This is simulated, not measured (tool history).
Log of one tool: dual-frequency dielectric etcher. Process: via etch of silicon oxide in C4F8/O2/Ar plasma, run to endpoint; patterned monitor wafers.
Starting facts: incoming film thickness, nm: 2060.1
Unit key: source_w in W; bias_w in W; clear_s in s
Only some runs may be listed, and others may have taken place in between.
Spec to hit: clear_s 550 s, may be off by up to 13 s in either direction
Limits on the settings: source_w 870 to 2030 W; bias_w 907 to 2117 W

Run 1, hour 0: source_w 1450 W, bias_w 1512 W. Result: clear_s 458.84 s.
Run 2, hour 7: source_w 1360 W, bias_w 1474 W. Result: clear_s 476.04 s.
Run 3, hour 7.8: source_w 1190 W, bias_w 1474 W. Result: clear_s 497.64 s.
Run 4, hour 13: source_w 1140 W, bias_w 1452 W. Result: clear_s 510.17 s.
Run 5, hour 16.8: source_w 1100 W, bias_w 1441 W. Result: clear_s 514.1 s.
Run 6, hour 21.3: source_w 1070 W, bias_w 1429 W. Result: clear_s 518.17 s.
Run 7, hour 27.7: source_w 1040 W, bias_w 1416 W. Result: clear_s 523.54 s.
Run 8, hour 33.6: source_w 1010 W, bias_w 1405 W. Result: clear_s 531.22 s.

4 candidate next runs follow, results not yet known. Just one meets every target within its allowed miss. Identify it.
Run A, hour 39.5: source_w 940 W, bias_w 1414 W. Result: clear_s ?.
Run B, hour 39.5: source_w 1080 W, bias_w 1383 W. Result: clear_s ?.
Run C, hour 39.5: source_w 1000 W, bias_w 1467 W. Result: clear_s ?.
Run D, hour 39.5: source_w 1030 W, bias_w 1086 W. Result: clear_s ?.

move  clear_s
   A   544.34
   B   523.69
   C   526.57
   D   578.09
A: in spec on every target
B: the biggest miss grows against the last run
C: the biggest miss grows against the last run
D: takes the biggest miss from the last run beyond its target
Move A is the one to make.
